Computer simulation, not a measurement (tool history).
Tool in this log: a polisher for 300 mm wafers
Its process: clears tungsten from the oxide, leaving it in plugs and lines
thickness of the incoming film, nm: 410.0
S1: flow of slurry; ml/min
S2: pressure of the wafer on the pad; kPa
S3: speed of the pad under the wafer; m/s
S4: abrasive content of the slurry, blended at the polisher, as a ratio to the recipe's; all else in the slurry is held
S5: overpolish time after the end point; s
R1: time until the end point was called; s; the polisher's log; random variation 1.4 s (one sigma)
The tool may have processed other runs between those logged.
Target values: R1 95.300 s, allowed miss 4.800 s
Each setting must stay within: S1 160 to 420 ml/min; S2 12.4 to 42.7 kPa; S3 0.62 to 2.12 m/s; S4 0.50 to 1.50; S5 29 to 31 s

Run 1, hour 0.0: S1 270 ml/min, S2 27.6 kPa, S3 1.36 m/s, S4 1.00, S5 29 s. Result: R1 72.480 s.
Run 2, hour 5.1: S1 270 ml/min, S2 27.6 kPa, S3 1.58 m/s, S4 1.00, S5 29 s. Result: R1 62.256 s.
Run 3, hour 6.0: S1 270 ml/min, S2 24.8 kPa, S3 1.56 m/s, S4 1.00, S5 29 s. Result: R1 68.298 s.
Run 4, hour 11.4: S1 270 ml/min, S2 22.1 kPa, S3 1.54 m/s, S4 1.00, S5 29 s. Result: R1 77.223 s.
Run 5, hour 15.4: S1 270 ml/min, S2 20.7 kPa, S3 1.54 m/s, S4 1.00, S5 29 s. Result: R1 77.357 s.
Run 6, hour 24.2: S1 270 ml/min, S2 19.3 kPa, S3 1.52 m/s, S4 1.00, S5 29 s. Result: R1 84.007 s.
Run 7, hour 30.5: S1 270 ml/min, S2 19.3 kPa, S3 1.52 m/s, S4 1.00, S5 29 s. Result: R1 85.152 s.
Run 8, hour 33.8: S1 270 ml/min, S2 18.6 kPa, S3 1.52 m/s, S4 1.00, S5 29 s. Result: R1 86.306 s.
Run 9, hour 36.5: S1 270 ml/min, S2 17.9 kPa, S3 1.52 m/s, S4 1.00, S5 29 s. Result: R1 88.913 s.

Exercise: of the 5 proposed moves below, exactly one satisfies all targets within the stated allowed misses. Which move is it?
Run A, hour 39.2: S1 275 ml/min, S2 16.5 kPa, S3 1.78 m/s, S4 1.10, S5 31 s. Result: R1 ?.
Run B, hour 39.2: S1 300 ml/min, S2 17.9 kPa, S3 1.36 m/s, S4 1.10, S5 31 s. Result: R1 ?.
Run C, hour 39.2: S1 185 ml/min, S2 24.8 kPa, S3 1.48 m/s, S4 0.70, S5 29 s. Result: R1 ?.
Run D, hour 39.2: S1 280 ml/min, S2 18.6 kPa, S3 1.60 m/s, S4 0.85, S5 29 s. Result: R1 ?.
Run E, hour 39.2: S1 270 ml/min, S2 20.0 kPa, S3 1.50 m/s, S4 1.05, S5 29 s. Result: R1 ?.

move      R1
   A  77.964
   B  94.800
   C  80.187
   D  83.964
   E  81.223
A: its largest miss is bigger than the last run's
B: all results land within tolerance of their targets
C: its largest miss is bigger than the last run's
D: its largest miss is bigger than the last run's
E: its largest miss is bigger than the last run's
The move that meets every target is B.
